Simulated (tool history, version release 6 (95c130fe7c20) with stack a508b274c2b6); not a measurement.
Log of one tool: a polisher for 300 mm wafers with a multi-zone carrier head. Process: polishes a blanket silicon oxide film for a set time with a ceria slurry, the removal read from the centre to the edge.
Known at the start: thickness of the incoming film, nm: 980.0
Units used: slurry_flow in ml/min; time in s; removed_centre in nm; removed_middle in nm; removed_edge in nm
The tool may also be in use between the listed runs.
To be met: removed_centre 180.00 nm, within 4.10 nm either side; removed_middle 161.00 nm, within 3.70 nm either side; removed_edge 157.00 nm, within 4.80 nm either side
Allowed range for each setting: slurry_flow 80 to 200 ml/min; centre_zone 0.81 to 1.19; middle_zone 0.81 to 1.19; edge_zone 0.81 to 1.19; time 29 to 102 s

run	hour	slurry_flow	centre_zone	middle_zone	edge_zone	time	removed_centre	removed_middle	removed_edge
1	0.0	130	1.00	1.00	1.00	65	240.80	214.25	221.19
2	5.8	125	0.99	0.99	0.95	60	218.72	198.64	198.22
3	10.0	120	0.99	0.97	0.91	57	207.87	184.62	181.86
4	12.7	110	0.98	0.95	0.88	56	196.09	175.18	172.71
5	18.3	110	0.98	0.95	0.92	56	195.73	175.46	174.31
6	24.4	100	0.98	0.95	0.92	56	187.32	169.53	174.34
7	29.1	95	0.98	0.95	0.89	56	182.20	167.05	166.58
8	34.8	95	0.99	0.95	0.87	56	184.93	166.63	168.02
9	36.1	95	0.99	0.95	0.85	55	182.35	162.40	162.35
10	45.0	95	0.99	0.95	0.84	55	183.04	162.61	163.70

Which of these 4 next moves meets every target?
A	53.9	125	0.98	0.93	0.85	50	?	?	?
B	53.9	80	0.94	0.89	0.91	60	?	?	?
C	53.9	80	1.06	0.93	0.86	57	?	?	?
D	53.9	80	0.97	0.93	0.94	60	?	?	?

move	removed_centre	removed_middle	removed_edge
A	183.07	160.51	155.99
B	177.48	162.44	174.99
C	190.21	157.82	161.97
D	183.19	166.19	177.59
A: meets every target
B: lands further from the targets than the last run did
C: lands further from the targets than the last run did
D: lands further from the targets than the last run did
Correct choice: A, which meets every target
